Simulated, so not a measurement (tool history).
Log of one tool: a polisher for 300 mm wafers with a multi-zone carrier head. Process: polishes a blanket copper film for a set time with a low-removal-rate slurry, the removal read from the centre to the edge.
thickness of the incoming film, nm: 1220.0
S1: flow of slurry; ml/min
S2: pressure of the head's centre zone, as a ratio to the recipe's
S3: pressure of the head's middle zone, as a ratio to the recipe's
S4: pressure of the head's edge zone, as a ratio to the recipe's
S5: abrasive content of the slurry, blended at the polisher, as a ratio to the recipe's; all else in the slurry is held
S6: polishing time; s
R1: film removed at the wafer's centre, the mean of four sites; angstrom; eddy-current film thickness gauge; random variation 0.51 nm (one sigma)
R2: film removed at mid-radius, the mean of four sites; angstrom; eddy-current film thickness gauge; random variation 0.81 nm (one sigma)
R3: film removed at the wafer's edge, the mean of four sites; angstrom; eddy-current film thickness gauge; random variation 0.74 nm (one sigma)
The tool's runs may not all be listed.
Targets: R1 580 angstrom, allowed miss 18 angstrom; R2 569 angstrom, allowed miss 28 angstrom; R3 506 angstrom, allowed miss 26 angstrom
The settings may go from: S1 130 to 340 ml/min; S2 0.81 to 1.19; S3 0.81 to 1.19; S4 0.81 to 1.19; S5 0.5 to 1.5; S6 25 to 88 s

run 1 hour=0 | S1=220 S2=1 S3=1 S4=1 S5=1 S6=56 | R1=814.65 R2=818.51 R3=777.04
run 2 hour=5.7 | S1=220 S2=1 S3=1 S4=1 S5=1 S6=47 | R1=680.97 R2=682.27 R3=671.26
run 3 hour=6.4 | S1=220 S2=1 S3=1 S4=1 S5=0.85 S6=47 | R1=661.38 R2=649.02 R3=637.79
run 4 hour=12.2 | S1=220 S2=1 S3=1 S4=0.98 S5=0.8 S6=47 | R1=646.5 R2=636.96 R3=620.58
run 5 hour=17 | S1=220 S2=1 S3=1 S4=0.98 S5=0.8 S6=35 | R1=479.36 R2=482.78 R3=457.31
run 6 hour=18.1 | S1=220 S2=1 S3=0.94 S4=0.98 S5=0.8 S6=35 | R1=481.32 R2=444.5 R3=466.36
run 7 hour=26.8 | S1=225 S2=1.01 S3=0.96 S4=0.99 S5=0.8 S6=35 | R1=481.04 R2=456.07 R3=463.62
run 8 hour=35.6 | S1=225 S2=1.02 S3=0.97 S4=0.99 S5=0.85 S6=35 | R1=498.65 R2=471.53 R3=473.57
run 9 hour=37.1 | S1=225 S2=1.03 S3=0.98 S4=1 S5=0.85 S6=35 | R1=500.94 R2=474.01 R3=476.22
run 10 hour=38.9 | S1=225 S2=1.04 S3=0.99 S4=1 S5=0.85 S6=35 | R1=509.34 R2=479.94 R3=467.22
run 11 hour=46.5 | S1=225 S2=1.05 S3=1 S4=1.01 S5=0.85 S6=35 | R1=513.81 R2=472.66 R3=473.31
run 12 hour=53.6 | S1=225 S2=1.05 S3=1.01 S4=1.01 S5=0.85 S6=35 | R1=506.89 R2=492.49 R3=465.91
run 13 hour=59.3 | S1=265 S2=1.13 S3=1.08 S4=1.07 S5=1.05 S6=36 | R1=616.48 R2=567.26 R3=527.01

Which of these 5 next moves meets every target?
run A hour=65 | S1=260 S2=1.14 S3=1.1 S4=1.12 S5=1 S6=37 | R1=? R2=? R3=?
run B hour=65 | S1=215 S2=1.12 S3=1.13 S4=1.01 S5=1.05 S6=35 | R1=? R2=? R3=?
run C hour=65 | S1=230 S2=1.19 S3=1.19 S4=1.01 S5=1.2 S6=35 | R1=? R2=? R3=?
run D hour=65 | S1=250 S2=1.07 S3=1.11 S4=1.11 S5=1 S6=34 | R1=? R2=? R3=?
run E hour=65 | S1=260 S2=1.1 S3=1.19 S4=1.15 S5=0.85 S6=35 | R1=? R2=? R3=?

move=A R1=615.97 R2=602.94 R3=564.75
move=B R1=566.26 R2=578.9 R3=505.69
move=C R1=629.81 R2=632.31 R3=526.92
move=D R1=528.6 R2=556.24 R3=514.89
move=E R1=537.87 R2=583.75 R3=517.24
A: further off than the last run
B: meets every target
C: further off than the last run
D: takes the result that was furthest off past its target
E: takes the result that was furthest off past its target
Answer: B

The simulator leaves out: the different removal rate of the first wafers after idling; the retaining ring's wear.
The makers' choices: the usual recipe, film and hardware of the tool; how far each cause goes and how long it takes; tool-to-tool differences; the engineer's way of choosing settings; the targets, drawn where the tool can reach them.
